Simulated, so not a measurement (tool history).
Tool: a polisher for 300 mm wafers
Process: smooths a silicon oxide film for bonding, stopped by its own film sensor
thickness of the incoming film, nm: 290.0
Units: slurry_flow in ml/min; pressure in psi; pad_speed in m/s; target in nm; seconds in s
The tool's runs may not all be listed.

run 1 hour=0.0 | slurry_flow=170 pressure=1.8 pad_speed=0.90 slurry_solids=1.0 target=231 | seconds=93.050
run 2 hour=4.7 | slurry_flow=170 pressure=1.7 pad_speed=0.90 slurry_solids=1.0 target=231 | seconds=97.065
run 3 hour=13.3 | slurry_flow=170 pressure=1.7 pad_speed=0.90 slurry_solids=0.9 target=231 | seconds=100.570
run 4 hour=18.1 | slurry_flow=200 pressure=1.7 pad_speed=0.90 slurry_solids=0.9 target=231 | seconds=98.101
run 5 hour=21.8 | slurry_flow=195 pressure=1.6 pad_speed=0.90 slurry_solids=0.9 target=231 | seconds=103.250
run 6 hour=28.0 | slurry_flow=195 pressure=1.6 pad_speed=0.68 slurry_solids=0.9 target=231 | seconds=130.240
run 7 hour=35.1 | slurry_flow=195 pressure=1.6 pad_speed=0.68 slurry_solids=0.9 target=231 | seconds=130.240
run 8 hour=40.5 | slurry_flow=190 pressure=1.6 pad_speed=0.68 slurry_solids=0.9 target=231 | seconds=129.630

Run 9 comes next. What will it give?
run 9 hour=47.7 | slurry_flow=180 pressure=1.5 pad_speed=0.68 slurry_solids=0.9 target=231 | seconds=?

seconds: 135.720 s

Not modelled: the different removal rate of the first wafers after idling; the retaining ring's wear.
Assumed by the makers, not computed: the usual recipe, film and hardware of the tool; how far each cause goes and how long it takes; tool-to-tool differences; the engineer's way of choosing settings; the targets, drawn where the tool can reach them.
